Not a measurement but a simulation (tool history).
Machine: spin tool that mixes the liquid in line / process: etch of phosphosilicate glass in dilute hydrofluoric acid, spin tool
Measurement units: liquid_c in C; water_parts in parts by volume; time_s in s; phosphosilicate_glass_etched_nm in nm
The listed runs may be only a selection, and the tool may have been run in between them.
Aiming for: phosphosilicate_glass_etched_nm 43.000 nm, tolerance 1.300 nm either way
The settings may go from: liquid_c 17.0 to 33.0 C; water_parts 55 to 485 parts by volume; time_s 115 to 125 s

run	hour	liquid_c	water_parts	time_s	phosphosilicate_glass_etched_nm
1	0.0	25.0	270	115	48.808
2	1.0	26.0	270	115	49.731
3	3.9	25.0	270	115	48.467
4	11.2	25.0	335	115	36.849
5	12.7	27.0	335	115	39.417
6	18.5	27.5	335	115	39.648
7	20.3	28.0	335	115	40.229
8	22.3	28.5	335	115	40.539

Which single option among these 5 for the next run brings every result within its allowed miss of target? Just one does.
A	24.3	25.5	320	115	?
B	24.3	24.5	325	120	?
C	24.3	29.5	345	120	?
D	24.3	31.0	365	115	?
E	24.3	31.0	385	125	?

move	phosphosilicate_glass_etched_nm
A	39.027
B	38.580
C	41.847
D	38.834
E	39.163
A: the biggest miss grows against the last run
B: the biggest miss grows against the last run
C: all results in spec
D: the biggest miss grows against the last run
E: the biggest miss grows against the last run
The right move is C.
